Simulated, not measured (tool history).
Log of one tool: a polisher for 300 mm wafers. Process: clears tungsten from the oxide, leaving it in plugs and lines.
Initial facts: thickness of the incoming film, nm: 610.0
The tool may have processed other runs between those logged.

run,hour,flow of slurry (ml/min),pressure of the wafer on the pad (psi),speed of the pad under the wafer (cm/s),abrasive content of the slurry,overpolish time after the end point (s),time until the end point was called (s)
1,0.0,190,4.3,128,1.00,10,97.639
2,5.0,190,4.0,126,1.00,10,105.760
3,8.6,190,3.8,126,1.00,10,105.980
4,12.8,190,3.8,126,0.85,10,114.120
5,17.8,190,3.6,126,0.85,10,119.420
6,26.5,190,3.6,126,1.00,10,113.990
7,32.6,190,3.5,126,1.00,10,116.750

For run 8, what comes out?
8,36.1,190,3.4,126,1.00,10,?

time until the end point was called (s): 114.990
